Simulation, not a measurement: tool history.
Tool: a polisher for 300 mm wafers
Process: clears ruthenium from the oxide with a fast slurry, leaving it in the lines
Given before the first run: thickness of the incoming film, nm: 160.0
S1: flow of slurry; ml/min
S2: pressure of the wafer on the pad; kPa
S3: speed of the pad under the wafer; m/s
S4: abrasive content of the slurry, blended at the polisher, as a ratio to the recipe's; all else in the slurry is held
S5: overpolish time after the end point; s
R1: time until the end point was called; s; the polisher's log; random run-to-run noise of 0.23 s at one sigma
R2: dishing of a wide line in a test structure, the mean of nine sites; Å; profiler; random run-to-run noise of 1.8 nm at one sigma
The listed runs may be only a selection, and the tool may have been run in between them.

run,day,S1,S2,S3,S4,S5,R1,R2
1,0,195,22.1,1.22,1,26,34.346,755.47
2,0.342,200,22.8,1.22,1,26,33.263,787.63
3,0.412,200,18.6,1.22,1,26,39.322,686.08
4,0.525,205,20,1.22,1,26,37.215,746.85
5,0.775,205,20,1.42,1,26,31.685,802.85
6,1.012,205,20,1.42,0.8,26,34.386,760.95
7,1.346,210,20.7,1.42,0.8,26,33.054,767.76
8,1.592,215,21.4,1.42,0.8,26,32.006,768.57

Run 9 is up next; what results do you expect?
9,1.858,220,22.1,1.42,0.8,26,?,?

R1: 31.702 s
R2: 765.27 Å

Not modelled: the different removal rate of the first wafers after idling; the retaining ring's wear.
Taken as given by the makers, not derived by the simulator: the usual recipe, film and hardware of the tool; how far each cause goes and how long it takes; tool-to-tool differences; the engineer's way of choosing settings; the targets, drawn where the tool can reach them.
